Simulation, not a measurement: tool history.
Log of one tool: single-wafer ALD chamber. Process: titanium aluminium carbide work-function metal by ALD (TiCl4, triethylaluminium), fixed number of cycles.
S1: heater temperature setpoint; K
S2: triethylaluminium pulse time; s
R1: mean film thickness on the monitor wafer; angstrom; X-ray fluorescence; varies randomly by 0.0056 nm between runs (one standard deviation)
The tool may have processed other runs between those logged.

run 1 hour=0 | S1=583.15 S2=7.03 | R1=19.816
run 2 hour=4.2 | S1=578.15 S2=6.46 | R1=19.165
run 3 hour=9.9 | S1=578.15 S2=7.67 | R1=19.818
run 4 hour=15.7 | S1=589.15 S2=7.67 | R1=20.506
run 5 hour=23.6 | S1=595.15 S2=7.67 | R1=20.95
run 6 hour=28.5 | S1=589.15 S2=6.62 | R1=19.915
run 7 hour=29.3 | S1=584.15 S2=5.81 | R1=18.955
run 8 hour=30.1 | S1=584.15 S2=5.81 | R1=18.924
run 9 hour=32.5 | S1=580.15 S2=5.35 | R1=18.28
run 10 hour=33.8 | S1=577.15 S2=5.11 | R1=17.85

Estimate the outcome of run 11 from the log above:
run 11 hour=35 | S1=574.15 S2=5.01 | R1=?

{"run 11": {"R1": 17.379}}

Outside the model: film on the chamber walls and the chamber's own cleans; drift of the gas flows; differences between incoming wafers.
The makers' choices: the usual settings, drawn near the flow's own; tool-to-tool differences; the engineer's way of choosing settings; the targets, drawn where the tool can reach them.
